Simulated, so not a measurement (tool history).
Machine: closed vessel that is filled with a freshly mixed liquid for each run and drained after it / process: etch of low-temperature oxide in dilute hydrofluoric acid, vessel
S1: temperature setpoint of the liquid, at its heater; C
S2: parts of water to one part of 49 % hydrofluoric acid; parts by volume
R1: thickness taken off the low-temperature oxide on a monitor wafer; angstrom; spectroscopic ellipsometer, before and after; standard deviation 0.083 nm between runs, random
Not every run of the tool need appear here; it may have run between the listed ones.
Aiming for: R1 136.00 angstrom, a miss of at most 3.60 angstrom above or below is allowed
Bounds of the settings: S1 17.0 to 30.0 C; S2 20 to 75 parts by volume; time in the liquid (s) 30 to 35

{"run": 1, "hour": 0.0, "S1": 22.0, "S2": 45, "time in the liquid (s)": 35, "R1": 168.7}
{"run": 2, "hour": 4.3, "S1": 20.0, "S2": 45, "time in the liquid (s)": 35, "R1": 155.2}
{"run": 3, "hour": 9.1, "S1": 19.5, "S2": 45, "time in the liquid (s)": 35, "R1": 150.45}
{"run": 4, "hour": 12.0, "S1": 19.0, "S2": 45, "time in the liquid (s)": 35, "R1": 147.94}
{"run": 5, "hour": 15.9, "S1": 18.5, "S2": 45, "time in the liquid (s)": 35, "R1": 145.99}
{"run": 6, "hour": 17.8, "S1": 18.5, "S2": 35, "time in the liquid (s)": 35, "R1": 189.36}
{"run": 7, "hour": 26.6, "S1": 17.0, "S2": 50, "time in the liquid (s)": 35, "R1": 122.24}
{"run": 8, "hour": 29.1, "S1": 17.5, "S2": 50, "time in the liquid (s)": 35, "R1": 122.8}
{"run": 9, "hour": 31.9, "S1": 18.0, "S2": 50, "time in the liquid (s)": 35, "R1": 128.74}

4 next moves are on the table. One of them brings every result within its allowed miss. Which?
{"run": "A", "hour": 34.7, "S1": 19.0, "S2": 55, "time in the liquid (s)": 35, "R1": "?"}
{"run": "B", "hour": 34.7, "S1": 19.5, "S2": 50, "time in the liquid (s)": 35, "R1": "?"}
{"run": "C", "hour": 34.7, "S1": 20.5, "S2": 55, "time in the liquid (s)": 35, "R1": "?"}
{"run": "D", "hour": 34.7, "S1": 17.5, "S2": 50, "time in the liquid (s)": 35, "R1": "?"}

move=A R1=119.78
move=B R1=135.39
move=C R1=127.64
move=D R1=124.24
A: the biggest miss grows against the last run
B: all results in spec
C: the biggest miss grows against the last run
D: the biggest miss grows against the last run
So the answer is move B, the one that meets all the targets.
